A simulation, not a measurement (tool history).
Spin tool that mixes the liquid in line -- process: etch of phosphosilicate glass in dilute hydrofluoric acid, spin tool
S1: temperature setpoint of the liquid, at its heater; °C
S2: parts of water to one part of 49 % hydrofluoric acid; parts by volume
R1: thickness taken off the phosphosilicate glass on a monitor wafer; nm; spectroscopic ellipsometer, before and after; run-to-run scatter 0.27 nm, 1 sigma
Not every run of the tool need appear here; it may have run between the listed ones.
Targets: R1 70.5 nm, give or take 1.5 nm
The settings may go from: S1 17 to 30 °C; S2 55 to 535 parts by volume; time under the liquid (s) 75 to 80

Run 1, hour 0: S1 22 °C, S2 295 parts by volume, time under the liquid (s) 75. Result: R1 29.463 nm.
Run 2, hour 1.4: S1 23 °C, S2 295 parts by volume, time under the liquid (s) 75. Result: R1 30.263 nm.
Run 3, hour 5.8: S1 24.5 °C, S2 265 parts by volume, time under the liquid (s) 75. Result: R1 36.581 nm.
Run 4, hour 12.1: S1 24.5 °C, S2 265 parts by volume, time under the liquid (s) 75. Result: R1 36.765 nm.
Run 5, hour 16.7: S1 25.5 °C, S2 245 parts by volume, time under the liquid (s) 75. Result: R1 42.075 nm.
Run 6, hour 23.3: S1 26.5 °C, S2 230 parts by volume, time under the liquid (s) 75. Result: R1 46.872 nm.
Run 7, hour 30.2: S1 30 °C, S2 155 parts by volume, time under the liquid (s) 75. Result: R1 86.451 nm.
Run 8, hour 32.2: S1 26 °C, S2 155 parts by volume, time under the liquid (s) 75. Result: R1 74.731 nm.
Run 9, hour 32.8: S1 25.5 °C, S2 155 parts by volume, time under the liquid (s) 75. Result: R1 73.442 nm.

Consider the 4 candidate settings below. Which is the only one whose results all fall within their allowed miss of target?
Run A, hour 33.4: S1 24 °C, S2 150 parts by volume, time under the liquid (s) 80. Result: R1 ?.
Run B, hour 33.4: S1 24 °C, S2 145 parts by volume, time under the liquid (s) 80. Result: R1 ?.
Run C, hour 33.4: S1 23.5 °C, S2 145 parts by volume, time under the liquid (s) 80. Result: R1 ?.
Run D, hour 33.4: S1 22 °C, S2 150 parts by volume, time under the liquid (s) 80. Result: R1 ?.

move      R1
   A  76.901
   B   80.01
   C  78.486
   D  71.185
A: the biggest miss grows against the last run
B: the biggest miss grows against the last run
C: the biggest miss grows against the last run
D: each result inside its tolerance
Answer: D

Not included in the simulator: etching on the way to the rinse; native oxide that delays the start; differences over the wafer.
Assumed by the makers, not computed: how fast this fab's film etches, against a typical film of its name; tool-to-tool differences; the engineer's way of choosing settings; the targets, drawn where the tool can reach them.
